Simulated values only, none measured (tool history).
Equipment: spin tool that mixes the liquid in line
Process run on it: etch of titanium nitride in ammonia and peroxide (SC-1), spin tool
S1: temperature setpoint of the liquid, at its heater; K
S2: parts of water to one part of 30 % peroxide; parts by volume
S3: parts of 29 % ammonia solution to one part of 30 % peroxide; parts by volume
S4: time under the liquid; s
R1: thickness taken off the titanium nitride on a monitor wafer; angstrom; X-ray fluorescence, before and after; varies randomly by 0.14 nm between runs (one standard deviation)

run	hour	S1	S2	S3	S4	R1
1	0	329.15	9	0.45	100	133.16
2	8.9	330.15	9	0.45	100	141.46
3	11.8	330.65	9	0.45	100	147.76
4	20.2	330.65	10.5	0.45	100	135.64
5	27.6	330.65	10.5	0.55	100	139.8
6	36.5	324.65	10.5	0.55	100	94.994
7	44.2	327.15	10.5	0.55	100	111.29
8	53	329.15	10.5	0.55	100	125.54
9	59.4	330.15	10.5	0.55	100	136.21
10	63.2	331.15	10.5	0.55	100	144.5

Run 11 comes next. What will it give?
11	66.4	331.65	10.5	0.55	100	?

Run 11 came out at R1 148.75 angstrom.
